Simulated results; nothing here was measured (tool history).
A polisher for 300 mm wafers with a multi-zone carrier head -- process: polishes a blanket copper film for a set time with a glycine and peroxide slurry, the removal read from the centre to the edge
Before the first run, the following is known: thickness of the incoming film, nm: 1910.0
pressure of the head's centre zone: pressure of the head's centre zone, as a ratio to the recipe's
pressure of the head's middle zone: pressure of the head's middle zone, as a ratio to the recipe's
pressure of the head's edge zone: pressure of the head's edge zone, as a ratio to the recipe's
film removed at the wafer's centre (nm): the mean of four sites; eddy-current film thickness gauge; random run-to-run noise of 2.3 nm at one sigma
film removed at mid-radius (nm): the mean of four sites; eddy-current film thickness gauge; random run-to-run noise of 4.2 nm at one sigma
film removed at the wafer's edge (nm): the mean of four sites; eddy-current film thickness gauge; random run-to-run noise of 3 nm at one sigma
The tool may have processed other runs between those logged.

run,hour,flow of slurry (ml/min),pressure of the head's centre zone,pressure of the head's middle zone,pressure of the head's edge zone,polishing time (s),film removed at the wafer's centre (nm),film removed at mid-radius (nm),film removed at the wafer's edge (nm)
1,0,200,1,1,1,59,424.72,436.9,429.04
2,3.7,200,1,0.91,1,59,428.3,412.5,434.02
3,7.4,200,0.99,0.93,0.97,55,394.47,392.36,393.43
4,15.5,200,0.99,0.93,0.89,55,402.44,378.63,383.17
5,20.2,200,0.99,1,0.89,55,402.14,413.61,382.12
6,21.3,200,0.97,1,0.88,52,367.45,394.45,361.5
7,28,200,0.96,1,0.87,49,344.43,365.68,339.35
8,32.6,200,0.95,1.01,0.86,47,323.68,359.1,315.89
9,35.6,200,0.95,1.01,0.86,47,322.44,344.84,319.82
10,43.5,200,0.94,1.02,0.85,46,308.53,347.18,318.56
11,47,200,0.94,1.03,0.84,45,303.8,332.86,300.35
12,47.6,195,0.93,1.04,0.84,44,293.5,336.49,296.22

Predict the results of run 13:
13,53.5,190,0.93,1.04,0.84,43,?,?,?

Logged for run 13: film removed at the wafer's centre (nm) 287.44, film removed at mid-radius (nm) 332.46, film removed at the wafer's edge (nm) 283.97.

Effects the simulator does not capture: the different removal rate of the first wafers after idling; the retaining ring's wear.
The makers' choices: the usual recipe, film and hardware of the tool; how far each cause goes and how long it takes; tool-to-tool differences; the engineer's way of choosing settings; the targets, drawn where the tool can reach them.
